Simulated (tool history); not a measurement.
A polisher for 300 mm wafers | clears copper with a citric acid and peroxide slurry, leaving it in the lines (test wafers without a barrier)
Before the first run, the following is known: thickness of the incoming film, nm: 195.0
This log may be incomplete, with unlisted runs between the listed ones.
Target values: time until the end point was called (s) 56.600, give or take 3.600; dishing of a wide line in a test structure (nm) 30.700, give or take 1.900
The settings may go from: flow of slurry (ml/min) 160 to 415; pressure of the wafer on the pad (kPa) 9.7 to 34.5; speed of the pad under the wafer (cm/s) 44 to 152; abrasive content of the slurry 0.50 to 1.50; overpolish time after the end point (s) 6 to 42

run  hour  flow of slurry (ml/min)  pressure of the wafer on the pad (kPa)  speed of the pad under the wafer (cm/s)  abrasive content of the slurry  overpolish time after the end point (s)  time until the end point was called (s)  dishing of a wide line in a test structure (nm)
  1   0.0                      265                                    22.1                                       98                            1.00                                       21                                   74.717                                           35.490
  2   7.3                      315                                    22.1                                       98                            1.00                                       21                                   72.341                                           34.964
  3  10.9                      315                                    22.1                                       98                            1.10                                       21                                   71.707                                           35.818
  4  15.6                      315                                    22.1                                      120                            1.10                                       21                                   60.062                                           41.974
  5  17.1                      315                                    22.1                                      120                            0.95                                       21                                   59.429                                           41.014
  6  22.5                      315                                    22.1                                      120                            0.95                                       19                                   60.841                                           38.902
  7  23.7                      315                                    22.8                                      120                            0.95                                       17                                   58.596                                           36.738
  8  26.2                      315                                    22.8                                      120                            0.95                                       16                                   60.122                                           35.435
  9  32.7                      315                                    23.4                                      120                            0.95                                       15                                   56.433                                           33.192

Which one of the following 5 next-run settings gets every result inside its allowed miss? There is exactly one.
  A  39.2                      310                                    24.1                                      130                            1.00                                       16                                        ?                                                ?
  B  39.2                      305                                    20.7                                      148                            0.90                                       15                                        ?                                                ?
  C  39.2                      365                                    19.3                                      124                            0.85                                       15                                        ?                                                ?
  D  39.2                      280                                    22.8                                      116                            0.60                                       18                                        ?                                                ?
  E  39.2                      335                                    24.1                                      120                            0.85                                       13                                        ?                                                ?

move  time until the end point was called (s)  dishing of a wide line in a test structure (nm)
   A                                   51.223                                           38.233
   B                                   53.075                                           35.339
   C                                   66.510                                           29.716
   D                                   66.378                                           34.413
   E                                   56.411                                           30.415
A: its largest miss is bigger than the last run's
B: its largest miss is bigger than the last run's
C: brings the last run's worst result on target, with another outside its allowed miss
D: its largest miss is bigger than the last run's
E: all results land within tolerance of their targets
Go with E: it meets all targets.
